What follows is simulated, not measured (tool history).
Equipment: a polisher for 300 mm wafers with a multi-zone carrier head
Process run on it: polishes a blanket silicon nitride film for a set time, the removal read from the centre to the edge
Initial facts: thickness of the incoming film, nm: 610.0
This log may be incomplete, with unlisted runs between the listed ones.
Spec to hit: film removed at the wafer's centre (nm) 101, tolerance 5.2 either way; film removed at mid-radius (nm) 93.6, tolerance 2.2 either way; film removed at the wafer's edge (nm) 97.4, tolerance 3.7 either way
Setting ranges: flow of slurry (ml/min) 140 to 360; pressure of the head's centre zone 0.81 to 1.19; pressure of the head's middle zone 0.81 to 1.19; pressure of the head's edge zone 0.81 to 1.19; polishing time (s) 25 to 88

run	hour	flow of slurry (ml/min)	pressure of the head's centre zone	pressure of the head's middle zone	pressure of the head's edge zone	polishing time (s)	film removed at the wafer's centre (nm)	film removed at mid-radius (nm)	film removed at the wafer's edge (nm)
1	0	230	1	1	1	56	150.68	149.44	142.15
2	4.2	285	1	1	1	56	151.3	153.55	145.66
3	5.7	285	1.03	1	1	56	160.49	153.56	145.24
4	8.2	270	1	0.94	0.95	50	138.95	129.9	127.34
5	12	325	1	0.94	0.95	50	137.76	132.8	127.42
6	19.1	325	1	1.03	0.95	50	139.17	141.45	131.27
7	24.8	315	0.98	0.96	0.94	46	127.64	122.28	118.53
8	31.3	315	0.94	0.92	0.91	44	115.81	112.9	112.36
9	32.7	315	0.93	0.89	0.88	42	108.12	105.7	106.5
10	34.8	310	0.93	0.87	0.86	41	107.49	100.32	102.25
11	36	300	0.92	0.86	0.84	41	101.68	99.379	101.14
12	37.3	295	0.93	0.84	0.83	41	105.71	97.421	101.98

Of the 4 settings listed for the next run, only one would bring every result within its allowed miss of target. Which one?
A	38.6	255	1.04	0.83	0.81	40	?	?	?
B	38.6	300	1.07	0.83	0.81	40	?	?	?
C	38.6	300	1.06	0.84	0.81	39	?	?	?
D	38.6	325	0.94	0.84	0.86	39	?	?	?

move	film removed at the wafer's centre (nm)	film removed at mid-radius (nm)	film removed at the wafer's edge (nm)
A	109	93.354	94.162
B	114.45	95.046	95.465
C	110.55	93.588	93.066
D	98.789	94.374	95.417
A: brings the last run's worst result on target, with another outside its allowed miss
B: brings the last run's worst result on target, with another outside its allowed miss
C: brings the last run's worst result on target, with another outside its allowed miss
D: all results land within tolerance of their targets
Answer: D
